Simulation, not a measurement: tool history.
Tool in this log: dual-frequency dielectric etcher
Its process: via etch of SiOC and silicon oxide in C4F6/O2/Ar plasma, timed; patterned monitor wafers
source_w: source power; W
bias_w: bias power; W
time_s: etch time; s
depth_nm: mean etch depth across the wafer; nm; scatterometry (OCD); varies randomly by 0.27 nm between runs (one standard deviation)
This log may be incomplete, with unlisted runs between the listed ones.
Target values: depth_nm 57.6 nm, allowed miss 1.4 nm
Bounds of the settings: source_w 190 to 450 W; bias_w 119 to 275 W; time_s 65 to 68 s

Run 1, hour 0: source_w 320 W, bias_w 197 W, time_s 65 s. Result: depth_nm 65.963 nm.
Run 2, hour 6.3: source_w 300 W, bias_w 194 W, time_s 65 s. Result: depth_nm 63.45 nm.
Run 3, hour 9.7: source_w 300 W, bias_w 194 W, time_s 65 s. Result: depth_nm 64.042 nm.
Run 4, hour 12.1: source_w 350 W, bias_w 194 W, time_s 65 s. Result: depth_nm 68.729 nm.
Run 5, hour 19.5: source_w 350 W, bias_w 194 W, time_s 65 s. Result: depth_nm 68.136 nm.
Run 6, hour 20.7: source_w 350 W, bias_w 194 W, time_s 68 s. Result: depth_nm 71.507 nm.
Run 7, hour 25.2: source_w 330 W, bias_w 189 W, time_s 68 s. Result: depth_nm 68.7 nm.
Run 8, hour 28.8: source_w 310 W, bias_w 187 W, time_s 68 s. Result: depth_nm 66.338 nm.
Run 9, hour 33.4: source_w 300 W, bias_w 185 W, time_s 68 s. Result: depth_nm 65.197 nm.
Run 10, hour 35.5: source_w 290 W, bias_w 184 W, time_s 68 s. Result: depth_nm 63.639 nm.
Run 11, hour 41.4: source_w 280 W, bias_w 183 W, time_s 68 s. Result: depth_nm 62.663 nm.
Run 12, hour 45.7: source_w 270 W, bias_w 182 W, time_s 68 s. Result: depth_nm 61.986 nm.
Run 13, hour 53: source_w 260 W, bias_w 181 W, time_s 68 s. Result: depth_nm 60.497 nm.
Run 14, hour 59.1: source_w 260 W, bias_w 180 W, time_s 68 s. Result: depth_nm 60.19 nm.
Run 15, hour 64.6: source_w 260 W, bias_w 180 W, time_s 68 s. Result: depth_nm 60.105 nm.

Below are 4 possible settings for the next run. Only one of them brings all results inside the allowed miss of their targets. Which is it?
Run A, hour 70.1: source_w 350 W, bias_w 150 W, time_s 66.5 s. Result: depth_nm ?.
Run B, hour 70.1: source_w 270 W, bias_w 178 W, time_s 65 s. Result: depth_nm ?.
Run C, hour 70.1: source_w 320 W, bias_w 156 W, time_s 66.5 s. Result: depth_nm ?.
Run D, hour 70.1: source_w 270 W, bias_w 201 W, time_s 65 s. Result: depth_nm ?.

move  depth_nm
   A    62.032
   B     58.64
   C    60.745
   D     62.18
A: lands further from the targets than the last run did
B: in spec on every target
C: lands further from the targets than the last run did
D: lands further from the targets than the last run did
B is the move that brings every result within its allowed miss.

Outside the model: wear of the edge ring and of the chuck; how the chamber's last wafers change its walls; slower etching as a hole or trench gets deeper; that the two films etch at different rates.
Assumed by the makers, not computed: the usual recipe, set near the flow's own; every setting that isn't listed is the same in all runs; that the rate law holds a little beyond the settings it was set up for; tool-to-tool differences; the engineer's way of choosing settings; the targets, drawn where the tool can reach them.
